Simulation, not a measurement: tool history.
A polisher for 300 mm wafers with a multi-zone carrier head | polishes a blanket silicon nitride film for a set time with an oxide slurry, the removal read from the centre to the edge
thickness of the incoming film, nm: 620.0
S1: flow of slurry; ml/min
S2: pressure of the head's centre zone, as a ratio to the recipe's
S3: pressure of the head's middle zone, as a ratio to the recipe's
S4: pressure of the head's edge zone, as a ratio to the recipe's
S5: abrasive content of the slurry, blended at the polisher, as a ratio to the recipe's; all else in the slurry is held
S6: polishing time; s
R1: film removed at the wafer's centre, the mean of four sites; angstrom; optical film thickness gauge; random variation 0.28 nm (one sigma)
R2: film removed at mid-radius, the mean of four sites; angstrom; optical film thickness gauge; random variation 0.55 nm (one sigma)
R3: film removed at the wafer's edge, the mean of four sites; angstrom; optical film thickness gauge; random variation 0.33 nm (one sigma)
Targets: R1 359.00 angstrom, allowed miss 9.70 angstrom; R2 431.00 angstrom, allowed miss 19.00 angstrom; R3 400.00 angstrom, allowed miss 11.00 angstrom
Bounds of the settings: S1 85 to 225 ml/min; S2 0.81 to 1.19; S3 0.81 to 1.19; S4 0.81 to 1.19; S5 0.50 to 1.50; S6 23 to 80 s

run	hour	S1	S2	S3	S4	S5	S6	R1	R2	R3
1	0.0	145	1.00	1.00	1.00	1.00	51	305.43	311.28	300.26
2	2.7	145	1.00	1.00	1.00	1.00	62	371.02	376.26	360.59
3	6.2	145	1.08	1.00	1.00	1.00	62	402.35	375.23	356.36
4	7.2	145	1.08	1.00	1.00	1.00	52	339.14	309.60	305.34
5	14.5	145	1.08	1.00	1.07	1.00	52	338.51	305.07	305.51
6	15.7	150	1.05	1.01	1.07	1.05	52	340.04	319.24	321.50
7	18.2	160	1.03	1.03	1.08	1.10	52	345.22	337.90	329.94
8	19.5	165	1.01	1.04	1.09	1.15	52	348.53	351.16	340.54
9	24.8	170	0.99	1.05	1.10	1.20	52	351.33	372.95	351.70
10	25.8	175	0.98	1.05	1.11	1.20	52	350.47	360.66	350.08
11	26.4	175	0.97	1.06	1.12	1.25	52	350.22	375.13	360.57
12	29.5	175	0.96	1.07	1.13	1.30	52	354.67	380.36	366.84
13	31.3	200	0.87	1.16	1.19	1.45	53	345.47	446.68	401.39

5 next moves are on the table. One of them brings every result within its allowed miss. Which?
A	33.1	205	0.81	1.12	1.19	1.45	54	?	?	?
B	33.1	170	0.87	1.11	1.19	1.50	51	?	?	?
C	33.1	210	0.82	1.18	1.19	1.45	53	?	?	?
D	33.1	205	0.81	1.17	1.18	1.50	51	?	?	?
E	33.1	195	0.90	1.11	1.18	1.50	52	?	?	?

move	R1	R2	R3
A	333.05	442.37	409.03
B	331.98	408.35	383.51
C	332.32	455.63	402.12
D	318.90	439.66	389.99
E	358.63	425.19	395.88
A: further off than the last run
B: further off than the last run
C: further off than the last run
D: further off than the last run
E: meets every target
Move E is the one to make.
